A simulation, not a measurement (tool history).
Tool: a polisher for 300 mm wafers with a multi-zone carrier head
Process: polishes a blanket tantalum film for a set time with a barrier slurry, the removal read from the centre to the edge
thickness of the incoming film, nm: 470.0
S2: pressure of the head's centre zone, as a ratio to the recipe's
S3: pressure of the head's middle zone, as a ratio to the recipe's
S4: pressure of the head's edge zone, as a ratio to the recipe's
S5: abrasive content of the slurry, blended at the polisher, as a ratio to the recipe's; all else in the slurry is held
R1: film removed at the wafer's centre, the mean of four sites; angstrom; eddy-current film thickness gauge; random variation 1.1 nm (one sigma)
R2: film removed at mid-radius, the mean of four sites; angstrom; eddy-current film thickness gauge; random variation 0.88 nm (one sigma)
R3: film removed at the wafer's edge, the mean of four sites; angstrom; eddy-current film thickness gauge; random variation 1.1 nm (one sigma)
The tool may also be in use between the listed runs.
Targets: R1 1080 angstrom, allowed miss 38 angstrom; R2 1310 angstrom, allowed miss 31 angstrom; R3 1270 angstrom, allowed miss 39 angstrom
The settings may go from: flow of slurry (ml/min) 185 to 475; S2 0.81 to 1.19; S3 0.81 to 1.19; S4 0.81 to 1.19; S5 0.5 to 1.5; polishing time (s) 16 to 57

run 1 hour=0 | flow_of_slurry_(ml/min)=305 S2=1 S3=1 S4=1 S5=1 polishing_time_(s)=36 | R1=840.76 R2=828.17 R3=818.21
run 2 hour=4.9 | flow_of_slurry_(ml/min)=305 S2=1.07 S3=1 S4=1 S5=1 polishing_time_(s)=36 | R1=888.97 R2=820.88 R3=835.34
run 3 hour=10.4 | flow_of_slurry_(ml/min)=305 S2=1.07 S3=1 S4=1 S5=1 polishing_time_(s)=30 | R1=759.76 R2=688.64 R3=676.03
run 4 hour=12.7 | flow_of_slurry_(ml/min)=305 S2=1.07 S3=1 S4=1 S5=1 polishing_time_(s)=26 | R1=652.85 R2=604.28 R3=601.26
run 5 hour=13.8 | flow_of_slurry_(ml/min)=310 S2=1.01 S3=1.04 S4=1.06 S5=1.15 polishing_time_(s)=32 | R1=769.4 R2=774.37 R3=789.44
run 6 hour=18.1 | flow_of_slurry_(ml/min)=310 S2=0.96 S3=1.04 S4=1.06 S5=1.15 polishing_time_(s)=32 | R1=737.44 R2=779.71 R3=760.82
run 7 hour=25.6 | flow_of_slurry_(ml/min)=325 S2=0.96 S3=1.09 S4=1.09 S5=1.25 polishing_time_(s)=36 | R1=850.04 R2=925.09 R3=899.15
run 8 hour=33.5 | flow_of_slurry_(ml/min)=320 S2=0.94 S3=1.12 S4=1.12 S5=1.35 polishing_time_(s)=39 | R1=901.93 R2=1057.9 R3=989.06
run 9 hour=39.2 | flow_of_slurry_(ml/min)=335 S2=0.93 S3=1.11 S4=1.14 S5=1.4 polishing_time_(s)=41 | R1=942.37 R2=1097.6 R3=1073.1
run 10 hour=45.1 | flow_of_slurry_(ml/min)=345 S2=0.93 S3=1.13 S4=1.16 S5=1.45 polishing_time_(s)=43 | R1=989.35 R2=1192.6 R3=1148.5
run 11 hour=50.3 | flow_of_slurry_(ml/min)=350 S2=0.93 S3=1.13 S4=1.17 S5=1.45 polishing_time_(s)=44 | R1=1034.7 R2=1201.5 R3=1191.2
run 12 hour=56.5 | flow_of_slurry_(ml/min)=375 S2=0.91 S3=1.19 S4=1.19 S5=1.5 polishing_time_(s)=45 | R1=1046 R2=1321.9 R3=1215.5
run 13 hour=62.5 | flow_of_slurry_(ml/min)=375 S2=0.91 S3=1.18 S4=1.19 S5=1.5 polishing_time_(s)=45 | R1=1040.2 R2=1304.8 R3=1219.5
run 14 hour=64.8 | flow_of_slurry_(ml/min)=375 S2=0.91 S3=1.17 S4=1.19 S5=1.5 polishing_time_(s)=45 | R1=1042.7 R2=1278.3 R3=1226.7

Which of these 4 next moves meets every target?
run A hour=67.1 | flow_of_slurry_(ml/min)=360 S2=0.85 S3=1.11 S4=1.15 S5=1.5 polishing_time_(s)=46 | R1=? R2=? R3=?
run B hour=67.1 | flow_of_slurry_(ml/min)=420 S2=0.96 S3=1.17 S4=1.15 S5=1.45 polishing_time_(s)=48 | R1=? R2=? R3=?
run C hour=67.1 | flow_of_slurry_(ml/min)=380 S2=0.92 S3=1.19 S4=1.08 S5=1.4 polishing_time_(s)=47 | R1=? R2=? R3=?
run D hour=67.1 | flow_of_slurry_(ml/min)=355 S2=0.92 S3=1.14 S4=1.19 S5=1.3 polishing_time_(s)=48 | R1=? R2=? R3=?

move=A R1=1005.4 R2=1266.9 R3=1221.6
move=B R1=1196 R2=1391.8 R3=1278.7
move=C R1=1106 R2=1364.6 R3=1198
move=D R1=1107.9 R2=1318.3 R3=1265
A: further off than the last run
B: brings the result that was furthest off to its target, and leaves another outside
C: further off than the last run
D: meets every target
Move D is the one to make.
